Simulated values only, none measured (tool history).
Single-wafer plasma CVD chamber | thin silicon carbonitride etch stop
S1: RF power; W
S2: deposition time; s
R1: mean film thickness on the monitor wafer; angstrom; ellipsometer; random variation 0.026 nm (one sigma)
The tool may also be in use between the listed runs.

run 1 hour=0.0 | S1=170 S2=17.5 | R1=86.772
run 2 hour=6.2 | S1=175 S2=18.0 | R1=90.316
run 3 hour=10.7 | S1=180 S2=18.4 | R1=93.499
run 4 hour=18.2 | S1=200 S2=18.4 | R1=97.222
run 5 hour=23.0 | S1=200 S2=17.0 | R1=89.695
run 6 hour=28.1 | S1=200 S2=18.9 | R1=99.765
run 7 hour=29.3 | S1=205 S2=19.1 | R1=101.520
run 8 hour=30.9 | S1=210 S2=19.3 | R1=104.080

The next listed run, before its measurement:
run 9 hour=34.9 | S1=210 S2=19.4 | R1=?

R1: 104.040 angstrom

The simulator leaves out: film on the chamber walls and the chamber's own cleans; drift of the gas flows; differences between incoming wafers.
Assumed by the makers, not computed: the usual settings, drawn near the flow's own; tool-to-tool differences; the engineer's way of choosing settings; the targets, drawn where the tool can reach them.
